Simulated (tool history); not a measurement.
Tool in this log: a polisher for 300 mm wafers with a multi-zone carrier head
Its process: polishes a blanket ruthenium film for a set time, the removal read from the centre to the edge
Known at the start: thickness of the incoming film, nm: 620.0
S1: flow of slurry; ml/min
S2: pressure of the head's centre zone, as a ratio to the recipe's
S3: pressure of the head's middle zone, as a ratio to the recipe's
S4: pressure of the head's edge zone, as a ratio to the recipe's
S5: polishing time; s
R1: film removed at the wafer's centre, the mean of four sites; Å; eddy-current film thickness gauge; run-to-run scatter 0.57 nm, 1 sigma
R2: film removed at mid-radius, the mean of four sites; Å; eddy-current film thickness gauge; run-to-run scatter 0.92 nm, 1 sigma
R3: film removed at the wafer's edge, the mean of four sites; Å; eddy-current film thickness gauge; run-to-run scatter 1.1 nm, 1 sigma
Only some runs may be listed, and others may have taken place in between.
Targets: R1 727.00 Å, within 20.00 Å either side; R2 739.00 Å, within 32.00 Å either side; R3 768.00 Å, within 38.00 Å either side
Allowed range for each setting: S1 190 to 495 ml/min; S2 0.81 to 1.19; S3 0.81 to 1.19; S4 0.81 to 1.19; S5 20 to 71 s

Run 1, hour 0.0: S1 320 ml/min, S2 1.00, S3 1.00, S4 1.00, S5 45 s. Result: R1 615.65 Å, R2 625.89 Å, R3 614.32 Å.
Run 2, hour 3.7: S1 320 ml/min, S2 1.00, S3 1.00, S4 1.02, S5 46 s. Result: R1 628.93 Å, R2 629.34 Å, R3 615.82 Å.
Run 3, hour 5.1: S1 320 ml/min, S2 0.99, S3 0.99, S4 1.02, S5 47 s. Result: R1 635.62 Å, R2 648.54 Å, R3 645.67 Å.
Run 4, hour 8.2: S1 320 ml/min, S2 0.99, S3 0.99, S4 1.03, S5 48 s. Result: R1 650.34 Å, R2 643.96 Å, R3 667.07 Å.
Run 5, hour 12.1: S1 320 ml/min, S2 0.99, S3 1.00, S4 1.04, S5 49 s. Result: R1 669.90 Å, R2 668.34 Å, R3 679.41 Å.
Run 6, hour 16.5: S1 320 ml/min, S2 1.06, S3 1.00, S4 1.04, S5 49 s. Result: R1 705.07 Å, R2 683.22 Å, R3 674.43 Å.
Run 7, hour 20.2: S1 320 ml/min, S2 1.05, S3 1.01, S4 1.05, S5 49 s. Result: R1 709.17 Å, R2 679.71 Å, R3 675.84 Å.
Run 8, hour 27.2: S1 320 ml/min, S2 1.04, S3 1.01, S4 1.06, S5 50 s. Result: R1 713.95 Å, R2 711.86 Å, R3 677.66 Å.
Run 9, hour 32.1: S1 320 ml/min, S2 1.03, S3 1.01, S4 1.06, S5 51 s. Result: R1 726.11 Å, R2 702.84 Å, R3 713.21 Å.
Run 10, hour 32.7: S1 320 ml/min, S2 1.02, S3 1.01, S4 1.06, S5 51 s. Result: R1 721.66 Å, R2 735.89 Å, R3 720.07 Å.
Run 11, hour 35.6: S1 320 ml/min, S2 1.02, S3 1.01, S4 1.07, S5 51 s. Result: R1 717.68 Å, R2 716.21 Å, R3 708.51 Å.
Run 12, hour 44.7: S1 320 ml/min, S2 1.01, S3 1.01, S4 1.07, S5 51 s. Result: R1 708.13 Å, R2 724.03 Å, R3 698.54 Å.
Run 13, hour 49.1: S1 320 ml/min, S2 1.00, S3 1.00, S4 1.07, S5 51 s. Result: R1 705.08 Å, R2 717.29 Å, R3 716.46 Å.

Consider the 4 candidate settings below. Which is the only one whose results all fall within their allowed miss of target?
Run A, hour 53.5: S1 360 ml/min, S2 0.97, S3 1.13, S4 1.14, S5 54 s. Result: R1 ?, R2 ?, R3 ?.
Run B, hour 53.5: S1 360 ml/min, S2 0.94, S3 1.04, S4 1.08, S5 50 s. Result: R1 ?, R2 ?, R3 ?.
Run C, hour 53.5: S1 270 ml/min, S2 0.94, S3 0.93, S4 1.00, S5 57 s. Result: R1 ?, R2 ?, R3 ?.
Run D, hour 53.5: S1 305 ml/min, S2 1.01, S3 0.95, S4 1.04, S5 56 s. Result: R1 ?, R2 ?, R3 ?.

move      R1      R2      R3
   A  733.52  838.72  772.14
   B  657.61  724.17  696.40
   C  730.23  735.20  752.15
   D  780.27  742.42  758.96
A: the furthest-off result lands on target, but another misses its tolerance
B: misses by more than the last run did
C: every result lands within tolerance
D: the furthest-off result lands on target, but another misses its tolerance
Move C is the one to make.
